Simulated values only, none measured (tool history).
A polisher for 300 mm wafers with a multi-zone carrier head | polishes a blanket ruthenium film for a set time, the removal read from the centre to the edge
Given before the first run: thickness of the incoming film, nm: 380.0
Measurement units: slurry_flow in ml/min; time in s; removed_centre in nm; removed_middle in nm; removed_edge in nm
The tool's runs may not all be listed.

run  hour  slurry_flow  centre_zone  middle_zone  edge_zone  time  removed_centre  removed_middle  removed_edge
  1   0.0          250         1.00         1.00       1.00    66          74.986          76.496        78.134
  2   8.6          245         0.97         1.02       0.97    64          73.030          74.001        75.645
  3  12.7          195         0.97         1.02       0.97    64          70.134          73.730        72.700
  4  18.2          180         0.94         1.05       0.97    62          63.523          71.694        68.869
  5  24.9          175         0.93         1.07       0.96    61          61.283          69.984        67.722
  6  26.7          175         0.93         1.07       0.96    71          71.907          80.086        79.212
  7  33.7          170         0.92         1.09       0.94    68          66.572          77.642        74.524
  8  41.0          165         0.92         1.10       0.92    66          63.743          75.449        69.968
  9  44.3          165         0.91         1.10       0.90    65          63.974          74.721        69.108

Expected results for the next run?
 10  49.6          165         0.90         1.10       0.89    64               ?               ?             ?

removed_centre: 60.877 nm
removed_middle: 73.749 nm
removed_edge: 67.916 nm
